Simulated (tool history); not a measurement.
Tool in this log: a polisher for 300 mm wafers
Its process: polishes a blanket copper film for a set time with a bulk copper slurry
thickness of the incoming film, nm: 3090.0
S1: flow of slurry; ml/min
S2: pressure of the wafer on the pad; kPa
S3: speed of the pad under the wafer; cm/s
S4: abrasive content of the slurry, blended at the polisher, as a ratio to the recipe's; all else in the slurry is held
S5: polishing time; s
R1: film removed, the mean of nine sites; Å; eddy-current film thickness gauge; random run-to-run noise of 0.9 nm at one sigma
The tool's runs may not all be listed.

| run | hour | S1 | S2 | S3 | S4 | S5 | R1 |
|---|---|---|---|---|---|---|---|
| 1 | 0 | 280 | 20.7 | 86 | 1 | 25 | 1765.6 |
| 2 | 3.8 | 280 | 24.1 | 86 | 1 | 25 | 2028.7 |
| 3 | 7.9 | 280 | 24.1 | 86 | 1 | 25 | 2032.6 |
| 4 | 12.2 | 255 | 24.1 | 86 | 1 | 25 | 2001.2 |
| 5 | 16.7 | 255 | 24.1 | 96 | 1 | 25 | 2218.2 |
| 6 | 18.6 | 320 | 24.1 | 96 | 1 | 25 | 2221.7 |
| 7 | 26.7 | 320 | 20 | 86 | 1 | 25 | 1716.3 |
| 8 | 31 | 320 | 16.5 | 78 | 1 | 25 | 1330 |
| 9 | 39.7 | 320 | 14.5 | 76 | 1 | 25 | 1153.7 |
| 10 | 45.3 | 320 | 14.5 | 76 | 1 | 25 | 1126.8 |
| 11 | 50.9 | 315 | 13.1 | 76 | 1 | 25 | 1045.6 |
| 12 | 58 | 295 | 12.4 | 76 | 1 | 25 | 970.25 |
|  | 60.9 | slurry nozzle cleaned |
| 13 | 60.9 | 285 | 12.4 | 76 | 1 | 25 | 1008.9 |
| 14 | 61.6 | 285 | 11.7 | 76 | 1 | 25 | 954.05 |
| 15 | 64.9 | 275 | 11.7 | 76 | 1 | 25 | 955.96 |
| 16 | 73.3 | 270 | 11.7 | 76 | 1 | 25 | 954.42 |

Estimate the outcome of run 17 from the log above:
| 17 | 81.4 | 265 | 11.7 | 76 | 1 | 25 | ? |

{"run 17": {"R1": 940.5}}
